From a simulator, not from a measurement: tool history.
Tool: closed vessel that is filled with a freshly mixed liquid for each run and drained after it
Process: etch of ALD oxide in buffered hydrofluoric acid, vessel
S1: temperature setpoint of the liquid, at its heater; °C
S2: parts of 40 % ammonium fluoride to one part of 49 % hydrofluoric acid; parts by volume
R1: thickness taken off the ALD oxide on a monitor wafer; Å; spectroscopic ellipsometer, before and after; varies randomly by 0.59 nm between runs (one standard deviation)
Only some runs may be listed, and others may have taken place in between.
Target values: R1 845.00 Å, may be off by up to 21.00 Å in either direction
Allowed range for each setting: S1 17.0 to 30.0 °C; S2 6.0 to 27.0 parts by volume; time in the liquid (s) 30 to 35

Run 1, hour 0.0: S1 22.0 °C, S2 16.5 parts by volume, time in the liquid (s) 35. Result: R1 380.91 Å.
Run 2, hour 1.3: S1 23.5 °C, S2 15.0 parts by volume, time in the liquid (s) 35. Result: R1 455.13 Å.
Run 3, hour 2.6: S1 25.0 °C, S2 14.0 parts by volume, time in the liquid (s) 35. Result: R1 524.03 Å.
Run 4, hour 8.1: S1 26.0 °C, S2 13.0 parts by volume, time in the liquid (s) 35. Result: R1 593.13 Å.
Run 5, hour 13.2: S1 27.0 °C, S2 12.5 parts by volume, time in the liquid (s) 35. Result: R1 656.78 Å.
Run 6, hour 22.4: S1 30.0 °C, S2 12.5 parts by volume, time in the liquid (s) 35. Result: R1 770.94 Å.
Run 7, hour 31.0: S1 30.0 °C, S2 12.5 parts by volume, time in the liquid (s) 35. Result: R1 757.98 Å.
Run 8, hour 35.3: S1 30.0 °C, S2 12.0 parts by volume, time in the liquid (s) 35. Result: R1 802.15 Å.
Run 9, hour 38.9: S1 30.0 °C, S2 11.0 parts by volume, time in the liquid (s) 35. Result: R1 872.63 Å.

Which single option among these 4 for the next run brings every result within its allowed miss of target? Just one does.
Run A, hour 42.5: S1 28.5 °C, S2 9.0 parts by volume, time in the liquid (s) 30. Result: R1 ?.
Run B, hour 42.5: S1 29.5 °C, S2 11.5 parts by volume, time in the liquid (s) 35. Result: R1 ?.
Run C, hour 42.5: S1 30.0 °C, S2 12.0 parts by volume, time in the liquid (s) 35. Result: R1 ?.
Run D, hour 42.5: S1 27.0 °C, S2 8.0 parts by volume, time in the liquid (s) 30. Result: R1 ?.

move      R1
   A  805.97
   B  809.85
   C  797.62
   D  845.53
A: takes the biggest miss from the last run beyond its target
B: takes the biggest miss from the last run beyond its target
C: takes the biggest miss from the last run beyond its target
D: every result lands within tolerance
Go with D: it meets all targets.

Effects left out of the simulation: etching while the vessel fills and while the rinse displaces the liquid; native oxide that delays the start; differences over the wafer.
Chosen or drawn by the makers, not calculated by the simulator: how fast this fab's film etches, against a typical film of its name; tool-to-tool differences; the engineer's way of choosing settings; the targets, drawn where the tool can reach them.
